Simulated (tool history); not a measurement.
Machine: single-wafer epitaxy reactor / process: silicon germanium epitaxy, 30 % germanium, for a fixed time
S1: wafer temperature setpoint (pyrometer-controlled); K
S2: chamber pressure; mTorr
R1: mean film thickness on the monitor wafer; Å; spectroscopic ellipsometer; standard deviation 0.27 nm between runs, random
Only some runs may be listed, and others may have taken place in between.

{"run": 1, "day": 0.0, "S1": 893.15, "S2": 22000, "R1": 882.28}
{"run": 2, "day": 0.25, "S1": 903.15, "S2": 22000, "R1": 1020.4}
{"run": 3, "day": 0.538, "S1": 903.15, "S2": 23600, "R1": 1071.3}
{"run": 4, "day": 0.7, "S1": 903.15, "S2": 25400, "R1": 1113.3}
{"run": 5, "day": 0.879, "S1": 907.15, "S2": 25400, "R1": 1177.2}
{"run": 6, "day": 1.104, "S1": 916.15, "S2": 25400, "R1": 1340.7}
{"run": 7, "day": 1.396, "S1": 902.15, "S2": 23400, "R1": 1045.6}
{"run": 8, "day": 1.746, "S1": 892.15, "S2": 22200, "R1": 872.54}
{"run": 9, "day": 2.004, "S1": 880.15, "S2": 20300, "R1": 688.88}
{"run": 10, "day": 2.242, "S1": 877.15, "S2": 20200, "R1": 658.24}
{"run": 11, "day": 2.504, "S1": 875.15, "S2": 20100, "R1": 631.54}
{"run": 12, "day": 2.762, "S1": 874.15, "S2": 20100, "R1": 620.12}

Run 13, settings as shown, results not yet in. Your forecast:
{"run": 13, "day": 2.933, "S1": 873.15, "S2": 20100, "R1": "?"}

R1: 614.58 Å
